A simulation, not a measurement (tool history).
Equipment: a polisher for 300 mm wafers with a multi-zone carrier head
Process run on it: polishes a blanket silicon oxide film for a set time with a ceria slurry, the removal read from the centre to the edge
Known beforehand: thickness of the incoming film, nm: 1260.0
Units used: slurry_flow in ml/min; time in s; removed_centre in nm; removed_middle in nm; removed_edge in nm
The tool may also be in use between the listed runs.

run	hour	slurry_flow	centre_zone	middle_zone	edge_zone	time	removed_centre	removed_middle	removed_edge
1	0.0	220	1.00	1.00	1.00	32	115.490	118.430	113.980
2	8.2	220	1.00	1.06	1.00	32	118.380	123.090	116.340
3	16.4	215	0.98	1.03	0.96	28	99.879	102.920	101.000
4	17.2	215	0.98	1.03	0.96	25	86.368	92.458	89.702
5	19.0	215	0.98	1.03	1.01	25	89.516	92.822	90.186
6	22.9	220	0.98	1.05	1.01	22	77.344	83.334	79.634
7	24.0	220	0.99	1.06	1.01	21	75.721	79.272	76.975
8	32.3	225	1.00	1.09	1.01	20	73.523	78.149	74.088

Expected results for the next run?
9	36.2	225	1.00	1.10	1.01	19	?	?	?

{"run 9": {"removed_centre": 69.674, "removed_middle": 74.751, "removed_edge": 69.174}}
